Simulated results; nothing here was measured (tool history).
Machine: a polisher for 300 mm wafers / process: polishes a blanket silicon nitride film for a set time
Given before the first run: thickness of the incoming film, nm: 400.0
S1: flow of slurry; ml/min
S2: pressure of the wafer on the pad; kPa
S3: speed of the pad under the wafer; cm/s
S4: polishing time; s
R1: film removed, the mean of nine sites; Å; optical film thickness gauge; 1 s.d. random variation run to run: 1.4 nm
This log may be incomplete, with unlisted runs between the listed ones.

run,day,S1,S2,S3,S4,R1
1,0,275,27.6,100,76,1558.3
2,0.225,275,26.2,100,76,1508.2
3,0.308,275,24.8,100,76,1395.9
4,0.471,275,31.7,100,76,1846.5
5,0.529,275,29.6,100,76,1638.7
6,0.879,275,29.6,100,80,1816.9
7,1.117,275,22.1,94,80,1246
8,1.408,275,21.4,94,80,1207.1

Predict the results of run 9:
9,1.55,275,20.7,94,80,?

{"run 9": {"R1": 1194}}
